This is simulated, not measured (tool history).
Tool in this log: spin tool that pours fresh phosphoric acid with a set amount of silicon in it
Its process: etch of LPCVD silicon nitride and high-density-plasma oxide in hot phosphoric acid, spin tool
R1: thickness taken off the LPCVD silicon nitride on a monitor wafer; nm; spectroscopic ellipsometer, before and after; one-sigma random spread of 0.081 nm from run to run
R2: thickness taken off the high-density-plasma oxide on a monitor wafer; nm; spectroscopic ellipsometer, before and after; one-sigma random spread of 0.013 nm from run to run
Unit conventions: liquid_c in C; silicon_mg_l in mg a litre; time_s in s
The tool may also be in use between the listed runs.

Run 1, hour 0.0: liquid_c 161.0 C, silicon_mg_l 20.0 mg a litre, time_s 180 s. Result: R1 16.7870 nm, R2 0.55422 nm.
Run 2, hour 2.5: liquid_c 162.0 C, silicon_mg_l 20.0 mg a litre, time_s 180 s. Result: R1 17.1250 nm, R2 0.58971 nm.
Run 3, hour 10.5: liquid_c 163.5 C, silicon_mg_l 20.0 mg a litre, time_s 180 s. Result: R1 17.7580 nm, R2 0.65452 nm.
Run 4, hour 15.4: liquid_c 162.0 C, silicon_mg_l 20.0 mg a litre, time_s 180 s. Result: R1 17.1690 nm, R2 0.60382 nm.
Run 5, hour 17.9: liquid_c 162.0 C, silicon_mg_l 20.0 mg a litre, time_s 135 s. Result: R1 12.8460 nm, R2 0.43750 nm.
Run 6, hour 22.1: liquid_c 160.5 C, silicon_mg_l 20.0 mg a litre, time_s 135 s. Result: R1 12.0520 nm, R2 0.43894 nm.
Run 7, hour 30.7: liquid_c 159.5 C, silicon_mg_l 25.0 mg a litre, time_s 130 s. Result: R1 11.4060 nm, R2 0.33393 nm.
Run 8, hour 35.2: liquid_c 159.0 C, silicon_mg_l 26.5 mg a litre, time_s 125 s. Result: R1 10.6740 nm, R2 0.26623 nm.
Run 9, hour 38.3: liquid_c 158.5 C, silicon_mg_l 26.5 mg a litre, time_s 120 s. Result: R1 10.1310 nm, R2 0.25105 nm.
Run 10, hour 45.9: liquid_c 158.0 C, silicon_mg_l 26.0 mg a litre, time_s 120 s. Result: R1 9.9283 nm, R2 0.25318 nm.

Expected results for the next run?
Run 11, hour 49.5: liquid_c 157.5 C, silicon_mg_l 26.0 mg a litre, time_s 120 s. Result: R1 ?, R2 ?.

R1: 9.7496 nm
R2: 0.23263 nm

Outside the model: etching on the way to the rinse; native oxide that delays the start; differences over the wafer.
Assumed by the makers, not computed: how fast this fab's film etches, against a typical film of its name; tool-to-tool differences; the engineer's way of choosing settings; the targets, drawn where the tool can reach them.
